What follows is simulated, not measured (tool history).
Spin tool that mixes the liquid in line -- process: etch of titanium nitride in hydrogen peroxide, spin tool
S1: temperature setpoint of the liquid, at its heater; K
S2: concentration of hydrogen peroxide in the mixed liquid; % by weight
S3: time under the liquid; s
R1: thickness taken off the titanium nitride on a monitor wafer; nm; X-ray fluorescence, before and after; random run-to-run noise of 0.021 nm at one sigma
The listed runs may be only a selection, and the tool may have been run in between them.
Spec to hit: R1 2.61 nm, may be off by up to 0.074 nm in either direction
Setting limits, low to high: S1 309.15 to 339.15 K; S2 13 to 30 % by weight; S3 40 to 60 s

{"run": 1, "day": 0.0, "S1": 325.15, "S2": 25, "S3": 60, "R1": 5.681}
{"run": 2, "day": 0.112, "S1": 322.65, "S2": 25, "S3": 60, "R1": 4.7698}
{"run": 3, "day": 0.229, "S1": 322.65, "S2": 28.5, "S3": 60, "R1": 4.9177}
{"run": 4, "day": 0.483, "S1": 320.15, "S2": 28.5, "S3": 60, "R1": 4.111}
{"run": 5, "day": 0.55, "S1": 318.15, "S2": 28.5, "S3": 60, "R1": 3.5493}
{"run": 6, "day": 0.638, "S1": 318.15, "S2": 28.5, "S3": 60, "R1": 3.4947}
{"run": 7, "day": 0.946, "S1": 317.15, "S2": 28.5, "S3": 60, "R1": 3.239}
{"run": 8, "day": 1.033, "S1": 316.15, "S2": 28.5, "S3": 60, "R1": 3.0207}
{"run": 9, "day": 1.15, "S1": 315.65, "S2": 28.5, "S3": 60, "R1": 2.9083}
{"run": 10, "day": 1.35, "S1": 315.65, "S2": 28.5, "S3": 60, "R1": 2.9247}
{"run": 11, "day": 1.442, "S1": 315.15, "S2": 28.5, "S3": 60, "R1": 2.822}
{"run": 12, "day": 1.542, "S1": 314.65, "S2": 28.5, "S3": 60, "R1": 2.7152}

Below are 5 possible settings for the next run. Only one of them brings all results inside the allowed miss of their targets. Which is it?
{"run": "A", "day": 1.642, "S1": 314.15, "S2": 28, "S3": 60, "R1": "?"}
{"run": "B", "day": 1.642, "S1": 317.15, "S2": 30, "S3": 50, "R1": "?"}
{"run": "C", "day": 1.642, "S1": 315.15, "S2": 25, "S3": 60, "R1": "?"}
{"run": "D", "day": 1.642, "S1": 315.65, "S2": 24.5, "S3": 60, "R1": "?"}
{"run": "E", "day": 1.642, "S1": 315.15, "S2": 30, "S3": 60, "R1": "?"}

move=A R1=2.5823
move=B R1=2.7422
move=C R1=2.7183
move=D R1=2.8109
move=E R1=2.8296
A: all results in spec
B: lands further from the targets than the last run did
C: roughly where the last run was
D: lands further from the targets than the last run did
E: lands further from the targets than the last run did
Go with A: it meets all targets.

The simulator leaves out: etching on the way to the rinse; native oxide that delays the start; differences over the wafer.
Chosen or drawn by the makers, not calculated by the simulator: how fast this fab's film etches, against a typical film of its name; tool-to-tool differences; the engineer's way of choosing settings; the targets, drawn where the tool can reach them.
